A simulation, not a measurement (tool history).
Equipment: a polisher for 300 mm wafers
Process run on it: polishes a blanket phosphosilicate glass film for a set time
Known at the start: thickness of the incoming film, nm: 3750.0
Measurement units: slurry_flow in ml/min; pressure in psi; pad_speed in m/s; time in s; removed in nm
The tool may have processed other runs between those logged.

| run | day | slurry_flow | pressure | pad_speed | slurry_solids | time | removed |
|---|---|---|---|---|---|---|---|
| 1 | 0.000 | 240 | 3.7 | 1.22 | 1.0 | 18 | 186.62 |
| 2 | 0.262 | 240 | 3.7 | 1.22 | 1.2 | 18 | 201.70 |
| 3 | 0.379 | 240 | 3.7 | 1.38 | 1.2 | 18 | 220.29 |
| 4 | 0.404 | 235 | 3.3 | 1.38 | 1.2 | 18 | 197.23 |
| 5 | 0.575 | 235 | 3.3 | 1.38 | 1.2 | 16 | 175.81 |
| 6 | 0.754 | 235 | 3.9 | 1.38 | 1.2 | 16 | 205.51 |
| 7 | 0.775 | 215 | 3.6 | 1.38 | 1.2 | 16 | 186.76 |
| 8 | 1.150 | 195 | 3.4 | 1.38 | 1.2 | 16 | 176.50 |

Forecast run 9:
| 9 | 1.408 | 195 | 2.6 | 1.38 | 1.2 | 16 | ? |

Run 9 measured removed 136.37 nm.
